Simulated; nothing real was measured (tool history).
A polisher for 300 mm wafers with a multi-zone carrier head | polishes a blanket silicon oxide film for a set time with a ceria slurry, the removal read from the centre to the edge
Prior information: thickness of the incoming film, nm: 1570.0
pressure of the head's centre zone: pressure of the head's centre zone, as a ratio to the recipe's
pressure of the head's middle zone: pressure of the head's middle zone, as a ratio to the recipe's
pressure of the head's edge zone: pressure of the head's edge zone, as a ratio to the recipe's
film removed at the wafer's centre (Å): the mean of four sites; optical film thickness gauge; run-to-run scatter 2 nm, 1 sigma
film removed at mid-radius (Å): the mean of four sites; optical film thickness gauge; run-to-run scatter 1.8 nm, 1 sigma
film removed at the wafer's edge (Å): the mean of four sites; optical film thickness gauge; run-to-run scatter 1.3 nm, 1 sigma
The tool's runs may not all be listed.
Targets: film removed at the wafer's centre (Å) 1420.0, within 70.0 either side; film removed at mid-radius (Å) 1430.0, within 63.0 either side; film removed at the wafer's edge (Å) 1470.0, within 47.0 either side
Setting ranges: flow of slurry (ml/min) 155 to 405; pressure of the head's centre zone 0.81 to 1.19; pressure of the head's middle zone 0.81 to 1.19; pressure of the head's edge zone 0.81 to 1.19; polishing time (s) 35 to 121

run	hour	flow of slurry (ml/min)	pressure of the head's centre zone	pressure of the head's middle zone	pressure of the head's edge zone	polishing time (s)	film removed at the wafer's centre (Å)	film removed at mid-radius (Å)	film removed at the wafer's edge (Å)
1	0.0	260	1.00	1.00	1.00	78	2441.0	2377.6	2413.4
2	2.5	260	0.99	0.99	0.99	74	2347.1	2212.6	2218.7
3	9.3	260	0.95	0.99	0.99	74	2174.2	2283.3	2199.7
4	10.4	260	0.95	0.99	0.99	90	2682.1	2706.9	2717.5
5	12.3	255	0.94	0.97	0.99	85	2434.4	2561.2	2572.9
6	21.0	255	0.94	0.96	0.99	80	2331.6	2379.2	2388.0
7	26.5	255	0.94	0.96	0.99	80	2349.2	2281.6	2417.3
8	32.9	255	0.93	0.96	0.98	77	2258.4	2311.4	2314.7
9	41.4	255	0.92	0.95	0.98	73	2102.9	2155.0	2170.9
10	46.5	255	0.91	0.94	0.97	70	1973.0	2046.8	2102.7
11	47.3	255	0.91	0.94	0.96	67	1882.5	1967.3	1974.6
12	54.4	255	0.91	0.93	0.95	65	1824.7	1867.6	1928.6
13	58.4	255	0.91	0.93	0.94	63	1776.0	1817.4	1864.7
14	66.8	255	0.91	0.93	0.93	61	1679.0	1740.2	1804.7
15	75.4	255	0.92	0.93	0.92	60	1670.2	1709.6	1755.5
16	77.9	235	0.89	0.87	0.82	48	1340.1	1297.0	1342.2
17	82.4	240	0.89	0.87	0.83	48	1315.2	1307.8	1329.5
18	86.3	240	0.89	0.87	0.84	48	1294.0	1283.4	1328.1
19	88.8	245	0.89	0.88	0.85	48	1318.6	1329.9	1348.5
20	96.1	245	0.89	0.88	0.86	48	1287.7	1335.6	1367.8
21	97.2	245	0.90	0.88	0.87	48	1351.5	1304.6	1336.6

Exactly one of the 5 candidate moves below puts every result within its allowed miss. Which one?
A	98.3	245	0.85	0.87	0.93	53	?	?	?
B	98.3	190	0.91	0.91	0.88	53	?	?	?
C	98.3	240	0.94	0.86	0.96	44	?	?	?
D	98.3	240	0.98	0.85	0.89	49	?	?	?
E	98.3	165	1.09	1.17	0.81	44	?	?	?

move	film removed at the wafer's centre (Å)	film removed at mid-radius (Å)	film removed at the wafer's edge (Å)
A	1374.2	1422.6	1525.0
B	1409.1	1418.8	1442.6
C	1258.8	1166.0	1282.5
D	1461.9	1285.9	1379.1
E	1362.4	1416.3	1126.9
A: moves the result that the last run missed by most past its target, out the other side
B: all results in spec
C: moves away from the targets compared with the last run
D: closer than the last run, but not yet in spec
E: moves away from the targets compared with the last run
Correct choice: B, which meets every target
